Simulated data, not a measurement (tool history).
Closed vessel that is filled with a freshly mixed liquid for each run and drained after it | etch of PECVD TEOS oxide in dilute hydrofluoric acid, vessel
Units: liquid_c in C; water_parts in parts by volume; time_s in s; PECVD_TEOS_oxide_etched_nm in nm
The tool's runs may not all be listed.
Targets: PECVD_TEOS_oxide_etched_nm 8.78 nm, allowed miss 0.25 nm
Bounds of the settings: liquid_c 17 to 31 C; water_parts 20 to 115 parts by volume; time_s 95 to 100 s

{"run": 1, "hour": 0.0, "liquid_c": 23, "water_parts": 65, "time_s": 95, "PECVD_TEOS_oxide_etched_nm": 15.256}
{"run": 2, "hour": 1.1, "liquid_c": 23, "water_parts": 65, "time_s": 95, "PECVD_TEOS_oxide_etched_nm": 15.019}
{"run": 3, "hour": 7.5, "liquid_c": 23, "water_parts": 65, "time_s": 100, "PECVD_TEOS_oxide_etched_nm": 16.014}
{"run": 4, "hour": 16.3, "liquid_c": 22, "water_parts": 70, "time_s": 100, "PECVD_TEOS_oxide_etched_nm": 14.144}
{"run": 5, "hour": 22.5, "liquid_c": 21, "water_parts": 75, "time_s": 100, "PECVD_TEOS_oxide_etched_nm": 12.592}
{"run": 6, "hour": 30.3, "liquid_c": 18.5, "water_parts": 75, "time_s": 100, "PECVD_TEOS_oxide_etched_nm": 11.179}
{"run": 7, "hour": 34.8, "liquid_c": 18, "water_parts": 75, "time_s": 100, "PECVD_TEOS_oxide_etched_nm": 11.029}
{"run": 8, "hour": 35.7, "liquid_c": 17.5, "water_parts": 80, "time_s": 100, "PECVD_TEOS_oxide_etched_nm": 10.092}

Which of these 4 next moves meets every target?
{"run": "A", "hour": 36.6, "liquid_c": 19, "water_parts": 70, "time_s": 100, "PECVD_TEOS_oxide_etched_nm": "?"}
{"run": "B", "hour": 36.6, "liquid_c": 17, "water_parts": 85, "time_s": 95, "PECVD_TEOS_oxide_etched_nm": "?"}
{"run": "C", "hour": 36.6, "liquid_c": 17, "water_parts": 60, "time_s": 95, "PECVD_TEOS_oxide_etched_nm": "?"}
{"run": "D", "hour": 36.6, "liquid_c": 17.5, "water_parts": 80, "time_s": 95, "PECVD_TEOS_oxide_etched_nm": "?"}

move=A PECVD_TEOS_oxide_etched_nm=12.258
move=B PECVD_TEOS_oxide_etched_nm=8.6663
move=C PECVD_TEOS_oxide_etched_nm=12.614
move=D PECVD_TEOS_oxide_etched_nm=9.4565
A: further off than the last run
B: meets every target
C: further off than the last run
D: nearer than the last run, and not there yet
Answer: B

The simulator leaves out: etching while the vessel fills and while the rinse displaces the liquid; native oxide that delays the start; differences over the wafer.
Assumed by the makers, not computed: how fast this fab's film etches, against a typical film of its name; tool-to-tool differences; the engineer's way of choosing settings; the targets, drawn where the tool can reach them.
